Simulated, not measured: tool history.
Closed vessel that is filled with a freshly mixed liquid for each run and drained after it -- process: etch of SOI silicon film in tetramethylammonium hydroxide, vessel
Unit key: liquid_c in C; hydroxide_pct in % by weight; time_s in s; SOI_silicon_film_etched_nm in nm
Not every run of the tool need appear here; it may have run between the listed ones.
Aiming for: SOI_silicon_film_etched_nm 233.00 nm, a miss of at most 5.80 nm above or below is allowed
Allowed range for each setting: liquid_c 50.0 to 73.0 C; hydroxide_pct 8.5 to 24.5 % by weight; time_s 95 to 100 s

run,day,liquid_c,hydroxide_pct,time_s,SOI_silicon_film_etched_nm
1,0.000,60.0,16.5,95,302.69
2,0.096,60.0,18.0,95,294.40
3,0.275,59.0,18.0,95,273.06
4,0.346,59.0,15.0,95,292.64
5,0.592,58.5,15.0,95,282.67
6,0.862,58.5,18.0,95,261.83
7,1.204,58.0,18.0,95,255.02
8,1.317,57.5,18.0,95,250.72
9,1.429,56.0,18.0,95,225.11

5 candidate next runs follow, results not yet known. Just one meets every target within its allowed miss. Identify it.
A,1.542,54.5,15.0,95,?
B,1.542,55.0,16.5,100,?
C,1.542,55.0,17.0,95,?
D,1.542,56.0,19.0,95,?
E,1.542,55.5,20.5,100,?

move,SOI_silicon_film_etched_nm
A,218.24
B,229.79
C,215.93
D,220.18
E,216.68
A: the biggest miss grows against the last run
B: all results in spec
C: the biggest miss grows against the last run
D: the biggest miss grows against the last run
E: the biggest miss grows against the last run
Go with B: it meets all targets.
